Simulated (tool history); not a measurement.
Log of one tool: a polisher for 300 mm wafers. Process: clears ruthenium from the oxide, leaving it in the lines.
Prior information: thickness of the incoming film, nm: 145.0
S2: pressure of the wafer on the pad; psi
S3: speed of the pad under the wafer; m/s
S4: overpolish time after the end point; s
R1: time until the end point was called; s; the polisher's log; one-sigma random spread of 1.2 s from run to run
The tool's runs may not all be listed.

Run 1, hour 0: flow of slurry (ml/min) 220, S2 2.5 psi, S3 0.96 m/s, S4 21 s. Result: R1 132.6 s.
Run 2, hour 8.8: flow of slurry (ml/min) 220, S2 2.5 psi, S3 0.82 m/s, S4 21 s. Result: R1 152.2 s.
Run 3, hour 9.5: flow of slurry (ml/min) 220, S2 2.8 psi, S3 0.82 m/s, S4 21 s. Result: R1 137.02 s.
Run 4, hour 12.4: flow of slurry (ml/min) 220, S2 3 psi, S3 0.82 m/s, S4 21 s. Result: R1 131.51 s.
Run 5, hour 19.8: flow of slurry (ml/min) 220, S2 3 psi, S3 0.66 m/s, S4 21 s. Result: R1 157.1 s.
Run 6, hour 22.7: flow of slurry (ml/min) 220, S2 3.3 psi, S3 0.66 m/s, S4 21 s. Result: R1 142.73 s.
Run 7, hour 25: flow of slurry (ml/min) 220, S2 3.5 psi, S3 0.68 m/s, S4 21 s. Result: R1 130.46 s.
Run 8, hour 27.5: flow of slurry (ml/min) 220, S2 3.6 psi, S3 0.7 m/s, S4 21 s. Result: R1 126.36 s.
Run 9, hour 31.1: flow of slurry (ml/min) 220, S2 3.7 psi, S3 0.72 m/s, S4 21 s. Result: R1 119.99 s.
Run 10, hour 38.9: flow of slurry (ml/min) 220, S2 3.8 psi, S3 0.74 m/s, S4 21 s. Result: R1 114.48 s.

Estimate the outcome of run 11 from the log above:
Run 11, hour 44.9: flow of slurry (ml/min) 220, S2 3.8 psi, S3 0.76 m/s, S4 21 s. Result: R1 ?.

R1: 110.06 s

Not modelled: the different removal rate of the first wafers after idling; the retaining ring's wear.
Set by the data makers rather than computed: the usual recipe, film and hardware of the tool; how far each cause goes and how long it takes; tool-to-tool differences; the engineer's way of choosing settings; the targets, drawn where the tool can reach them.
